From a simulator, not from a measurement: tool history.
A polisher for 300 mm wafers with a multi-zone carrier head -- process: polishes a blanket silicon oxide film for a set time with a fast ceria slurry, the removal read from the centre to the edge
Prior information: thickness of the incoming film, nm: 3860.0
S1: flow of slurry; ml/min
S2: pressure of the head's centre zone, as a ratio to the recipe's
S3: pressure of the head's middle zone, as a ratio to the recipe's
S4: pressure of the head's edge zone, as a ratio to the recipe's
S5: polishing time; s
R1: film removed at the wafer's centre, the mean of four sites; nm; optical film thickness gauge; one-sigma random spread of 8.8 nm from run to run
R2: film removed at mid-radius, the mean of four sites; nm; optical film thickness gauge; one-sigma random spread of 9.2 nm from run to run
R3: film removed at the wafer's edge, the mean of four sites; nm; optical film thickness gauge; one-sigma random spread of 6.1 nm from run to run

{"run": 1, "hour": 0.0, "S1": 235, "S2": 1.0, "S3": 1.0, "S4": 1.0, "S5": 59, "R1": 675.15, "R2": 664.47, "R3": 654.53}
{"run": 2, "hour": 4.3, "S1": 235, "S2": 1.0, "S3": 1.0, "S4": 0.94, "S5": 59, "R1": 667.95, "R2": 653.87, "R3": 638.78}
{"run": 3, "hour": 10.9, "S1": 240, "S2": 0.98, "S3": 0.99, "S4": 0.99, "S5": 63, "R1": 714.43, "R2": 708.04, "R3": 694.68}
{"run": 4, "hour": 16.1, "S1": 240, "S2": 0.98, "S3": 0.99, "S4": 0.99, "S5": 55, "R1": 628.89, "R2": 616.32, "R3": 609.02}
{"run": 5, "hour": 17.0, "S1": 225, "S2": 0.96, "S3": 0.98, "S4": 1.03, "S5": 61, "R1": 676.31, "R2": 681.0, "R3": 684.06}
{"run": 6, "hour": 24.5, "S1": 225, "S2": 0.99, "S3": 0.98, "S4": 1.03, "S5": 61, "R1": 696.71, "R2": 671.18, "R3": 683.05}
{"run": 7, "hour": 29.1, "S1": 220, "S2": 0.97, "S3": 0.98, "S4": 1.06, "S5": 65, "R1": 715.14, "R2": 714.08, "R3": 741.87}

Forecast run 8:
{"run": 8, "hour": 33.5, "S1": 225, "S2": 0.97, "S3": 0.99, "S4": 1.08, "S5": 68, "R1": "?", "R2": "?", "R3": "?"}

R1: 757.97 nm
R2: 762.68 nm
R3: 771.58 nm

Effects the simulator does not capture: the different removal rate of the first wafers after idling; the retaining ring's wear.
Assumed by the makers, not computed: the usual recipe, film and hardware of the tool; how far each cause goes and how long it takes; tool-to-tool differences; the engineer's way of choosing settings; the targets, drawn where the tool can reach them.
